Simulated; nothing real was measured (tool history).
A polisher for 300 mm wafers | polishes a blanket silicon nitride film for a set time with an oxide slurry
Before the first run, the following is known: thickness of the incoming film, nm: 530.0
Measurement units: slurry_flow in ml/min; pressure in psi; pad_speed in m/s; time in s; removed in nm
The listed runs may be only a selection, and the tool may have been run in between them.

run 1 hour=0 | slurry_flow=215 pressure=3.9 pad_speed=1.1 slurry_solids=1 time=74 | removed=68.065
run 2 hour=3 | slurry_flow=215 pressure=3.6 pad_speed=1.1 slurry_solids=1 time=74 | removed=62.086
run 3 hour=9.7 | slurry_flow=215 pressure=3.4 pad_speed=1.1 slurry_solids=1 time=74 | removed=58.916
run 4 hour=16.6 | slurry_flow=255 pressure=3.4 pad_speed=1.1 slurry_solids=1 time=74 | removed=60.652
run 5 hour=18.8 | slurry_flow=250 pressure=3.2 pad_speed=1.1 slurry_solids=1 time=74 | removed=56.934
run 6 hour=21.4 | slurry_flow=250 pressure=3.2 pad_speed=1.3 slurry_solids=1 time=74 | removed=62.538

Run 7 has not been measured yet. What should we expect?
run 7 hour=28.9 | slurry_flow=230 pressure=2.1 pad_speed=1.12 slurry_solids=1 time=74 | removed=?

removed: 38.125 nm

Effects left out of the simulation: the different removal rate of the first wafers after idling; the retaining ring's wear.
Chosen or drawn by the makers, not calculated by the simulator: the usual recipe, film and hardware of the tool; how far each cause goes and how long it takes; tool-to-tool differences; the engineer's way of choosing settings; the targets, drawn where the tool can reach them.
